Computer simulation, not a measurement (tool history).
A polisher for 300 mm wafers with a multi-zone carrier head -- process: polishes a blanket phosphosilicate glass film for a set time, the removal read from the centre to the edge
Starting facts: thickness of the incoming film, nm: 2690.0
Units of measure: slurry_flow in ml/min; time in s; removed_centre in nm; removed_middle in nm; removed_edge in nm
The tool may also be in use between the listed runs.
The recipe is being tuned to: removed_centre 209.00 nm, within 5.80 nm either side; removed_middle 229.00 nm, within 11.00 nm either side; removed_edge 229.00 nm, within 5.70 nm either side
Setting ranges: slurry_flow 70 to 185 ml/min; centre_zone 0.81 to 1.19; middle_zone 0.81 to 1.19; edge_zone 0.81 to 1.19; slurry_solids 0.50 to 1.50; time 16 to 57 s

run  hour  slurry_flow  centre_zone  middle_zone  edge_zone  slurry_solids  time  removed_centre  removed_middle  removed_edge
  1   0.0          120         1.00         1.00       1.00           1.00    36          309.80          302.17        299.21
  2   5.0          120         1.00         1.00       1.04           1.00    36          312.33          298.36        303.50
  3  13.8          120         1.00         1.00       1.04           1.20    36          339.78          335.86        333.20
  4  16.4          120         1.05         1.00       1.04           1.20    36          353.90          328.66        330.29
  5  21.9          110         0.99         0.99       1.00           1.00    36          298.26          305.47        292.69
  6  29.5          135         0.99         0.99       1.00           1.00    36          317.31          302.24        305.39
  7  33.4          105         0.89         0.89       0.90           0.75    36          228.72          226.96        238.41
  8  34.1           95         0.88         0.90       0.90           0.75    36          221.96          222.65        233.07

5 next moves are on the table. One of them brings every result within its allowed miss. Which?
  A  34.8           80         0.95         0.90       0.85           0.65    43               ?               ?             ?
  B  34.8          105         0.84         0.86       0.90           0.70    39               ?               ?             ?
  C  34.8           95         0.84         0.95       0.90           0.65    39               ?               ?             ?
  D  34.8          100         0.81         0.97       0.96           0.60    40               ?               ?             ?
  E  34.8           95         0.81         0.92       0.94           0.80    35               ?               ?             ?

move  removed_centre  removed_middle  removed_edge
   A          234.19          226.41        235.36
   B          226.27          229.60        244.79
   C          207.60          228.81        227.67
   D          199.39          229.34        229.09
   E          206.74          228.67        237.64
A: misses by more than the last run did
B: misses by more than the last run did
C: all results in spec
D: carries the result that was furthest off beyond its target, to the other side
E: the worst result of the last run now meets its target, but another is out of spec
So the answer is move C, the one that meets all the targets.

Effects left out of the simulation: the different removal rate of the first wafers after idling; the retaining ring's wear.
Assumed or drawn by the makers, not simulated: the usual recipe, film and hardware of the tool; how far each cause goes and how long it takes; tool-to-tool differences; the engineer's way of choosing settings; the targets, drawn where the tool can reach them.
